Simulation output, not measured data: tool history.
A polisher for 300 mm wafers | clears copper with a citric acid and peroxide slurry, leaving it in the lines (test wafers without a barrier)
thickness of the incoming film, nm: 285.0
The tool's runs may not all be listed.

| run | hour | flow of slurry (ml/min) | pressure of the wafer on the pad (psi) | speed of the pad under the wafer (cm/s) | abrasive content of the slurry | overpolish time after the end point (s) | time until the end point was called (s) | dishing of a wide line in a test structure (nm) |
|---|---|---|---|---|---|---|---|---|
| 1 | 0 | 175 | 2.2 | 142 | 1 | 12 | 162.85 | 14.989 |
| 2 | 5.5 | 175 | 2.2 | 142 | 1 | 7 | 162.67 | 8.743 |
| 3 | 6.9 | 170 | 1.8 | 140 | 1 | 10 | 194.75 | 10.276 |
| 4 | 12.1 | 170 | 1.8 | 140 | 1.15 | 10 | 194.67 | 10.535 |
| 5 | 15.9 | 170 | 1.8 | 108 | 1.15 | 10 | 245.78 | 8.5063 |
| 6 | 19.6 | 170 | 1.8 | 138 | 1.15 | 10 | 193.41 | 10.501 |
| 7 | 20.5 | 175 | 1.5 | 134 | 1.15 | 12 | 237.26 | 10.014 |

Run 8 comes next. What will it give?
| 8 | 26.8 | 175 | 1.4 | 132 | 1.15 | 14 | ? | ? |

{"run 8": {"time until the end point was called (s)": 261.86, "dishing of a wide line in a test structure (nm)": 11.204}}
